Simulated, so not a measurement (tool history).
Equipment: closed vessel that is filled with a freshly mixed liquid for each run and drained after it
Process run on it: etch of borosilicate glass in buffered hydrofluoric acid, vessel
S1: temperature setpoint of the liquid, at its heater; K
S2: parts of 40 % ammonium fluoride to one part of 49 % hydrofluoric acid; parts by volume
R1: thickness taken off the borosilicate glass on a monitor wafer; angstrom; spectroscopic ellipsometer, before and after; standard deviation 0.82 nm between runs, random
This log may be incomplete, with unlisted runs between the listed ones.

{"run": 1, "day": 0.0, "S1": 297.15, "S2": 9.5, "time in the liquid (s)": 85, "R1": 1167.3}
{"run": 2, "day": 0.15, "S1": 299.15, "S2": 9.5, "time in the liquid (s)": 85, "R1": 1306.9}
{"run": 3, "day": 0.329, "S1": 302.65, "S2": 9.5, "time in the liquid (s)": 85, "R1": 1553.3}
{"run": 4, "day": 0.45, "S1": 304.15, "S2": 9.5, "time in the liquid (s)": 85, "R1": 1705.7}
{"run": 5, "day": 0.762, "S1": 302.15, "S2": 9.5, "time in the liquid (s)": 85, "R1": 1509.2}
{"run": 6, "day": 1.104, "S1": 302.15, "S2": 11.0, "time in the liquid (s)": 85, "R1": 1358.8}

What does the tool deliver on the next run?
{"run": 7, "day": 1.162, "S1": 301.15, "S2": 11.0, "time in the liquid (s)": 85, "R1": "?"}

R1: 1267.4 angstrom
